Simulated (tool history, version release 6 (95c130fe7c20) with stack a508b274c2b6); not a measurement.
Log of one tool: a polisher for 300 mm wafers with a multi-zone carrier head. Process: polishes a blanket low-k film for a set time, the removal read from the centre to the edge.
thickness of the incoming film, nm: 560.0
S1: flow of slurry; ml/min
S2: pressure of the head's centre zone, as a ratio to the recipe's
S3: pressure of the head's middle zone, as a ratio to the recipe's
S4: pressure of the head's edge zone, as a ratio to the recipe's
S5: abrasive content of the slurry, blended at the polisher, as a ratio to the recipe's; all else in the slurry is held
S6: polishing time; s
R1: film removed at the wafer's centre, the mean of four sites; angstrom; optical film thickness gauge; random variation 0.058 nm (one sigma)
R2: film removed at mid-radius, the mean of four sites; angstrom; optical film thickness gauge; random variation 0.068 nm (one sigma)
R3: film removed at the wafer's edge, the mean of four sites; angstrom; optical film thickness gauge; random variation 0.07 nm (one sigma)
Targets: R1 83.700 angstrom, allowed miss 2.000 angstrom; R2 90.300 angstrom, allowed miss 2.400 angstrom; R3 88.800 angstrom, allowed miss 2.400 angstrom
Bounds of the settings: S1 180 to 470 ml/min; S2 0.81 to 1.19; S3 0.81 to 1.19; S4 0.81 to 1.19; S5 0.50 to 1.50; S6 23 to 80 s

run,hour,S1,S2,S3,S4,S5,S6,R1,R2,R3
1,0.0,300,1.00,1.00,1.00,1.00,51,172.510,170.070,170.200
2,8.3,290,0.96,0.98,0.96,0.85,46,138.110,138.690,140.270
3,15.3,285,0.93,0.98,0.92,0.75,43,117.320,120.720,120.160
4,16.6,280,0.91,0.97,0.89,0.70,42,105.980,113.110,113.310
5,17.9,230,0.91,0.97,0.89,0.70,42,104.850,111.050,110.010
6,26.0,230,0.91,1.00,0.89,0.70,42,105.510,112.640,111.340
7,29.6,245,0.86,0.92,0.81,0.50,37,71.067,76.855,77.629
8,33.3,270,0.88,0.94,0.84,0.50,37,74.399,78.167,78.981
9,37.0,355,0.90,1.04,0.94,0.60,37,87.742,98.289,93.777
10,38.6,355,0.90,1.02,0.92,0.60,37,88.048,95.691,93.466
11,46.2,355,0.89,1.01,0.90,0.60,37,85.939,95.854,92.887
12,49.9,355,0.89,1.00,0.88,0.60,37,87.281,94.964,92.567
13,53.8,355,0.89,1.00,0.88,0.60,37,85.537,94.025,91.207
14,61.7,355,0.89,1.00,0.88,0.60,37,85.964,94.183,91.690
15,69.1,355,0.89,0.99,0.87,0.60,37,87.233,93.521,90.863
16,70.5,355,0.89,0.99,0.87,0.60,37,86.161,93.080,91.788
17,75.3,350,0.89,0.99,0.85,0.60,37,86.379,94.146,89.732
18,77.4,345,0.89,0.98,0.85,0.60,37,86.622,93.039,90.395
19,81.8,335,0.89,0.97,0.85,0.60,37,86.011,92.387,90.455
20,88.7,330,0.89,0.97,0.85,0.60,37,86.071,91.424,88.736

Which of these 5 next moves meets every target?
A,95.6,340,0.87,0.95,0.82,0.55,39,?,?,?
B,95.6,290,0.94,0.95,0.81,0.55,39,?,?,?
C,95.6,300,0.89,0.89,0.92,0.50,42,?,?,?
D,95.6,345,0.93,0.98,0.81,0.60,36,?,?,?
E,95.6,330,0.92,0.94,0.91,0.50,41,?,?,?

move,R1,R2,R3
A,84.266,90.426,89.403
B,89.812,89.226,88.202
C,86.320,85.848,93.115
D,87.923,90.489,86.819
E,87.908,88.375,91.067
A: meets every target
B: further off than the last run
C: further off than the last run
D: further off than the last run
E: further off than the last run
The right move is A.
